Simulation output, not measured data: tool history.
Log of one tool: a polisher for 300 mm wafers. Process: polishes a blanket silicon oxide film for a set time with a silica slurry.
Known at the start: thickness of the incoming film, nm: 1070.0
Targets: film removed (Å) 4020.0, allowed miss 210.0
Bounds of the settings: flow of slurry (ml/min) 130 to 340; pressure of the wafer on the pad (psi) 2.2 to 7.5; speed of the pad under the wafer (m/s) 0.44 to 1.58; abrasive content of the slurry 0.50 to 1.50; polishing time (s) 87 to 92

run  hour  flow of slurry (ml/min)  pressure of the wafer on the pad (psi)  speed of the pad under the wafer (m/s)  abrasive content of the slurry  polishing time (s)  film removed (Å)
  1   0.0                      220                                     4.8                                    1.00                            1.00                  87            2988.5
  2   1.9                      220                                     5.1                                    1.00                            1.00                  87            3118.8
  3   9.5                      220                                     5.1                                    1.00                            0.90                  87            2980.3
  4  16.7                      220                                     3.9                                    1.00                            0.90                  87            2360.8
  5  23.4                      220                                     4.4                                    1.02                            0.90                  87            2680.4
  6  26.2                      220                                     4.4                                    1.12                            0.90                  87            2726.4
  7  32.4                      220                                     5.8                                    1.20                            0.90                  87            3508.1
  8  33.0                      220                                     6.0                                    1.20                            0.90                  87            3755.2

Which of these 5 next moves meets every target?
  A  33.6                      190                                     6.8                                    1.00                            0.95                  92                 ?
  B  33.6                      205                                     5.1                                    1.24                            1.00                  87                 ?
  C  33.6                      210                                     6.8                                    1.38                            0.65                  87                 ?
  D  33.6                      215                                     5.8                                    1.10                            0.90                  92                 ?
  E  33.6                      305                                     4.3                                    1.44                            1.00                  87                 ?

move  film removed (Å)
   A            3905.6
   B            3425.2
   C            3551.2
   D            3561.4
   E            3422.2
A: meets every target
B: further off than the last run
C: further off than the last run
D: further off than the last run
E: further off than the last run
Move A is the one to make.
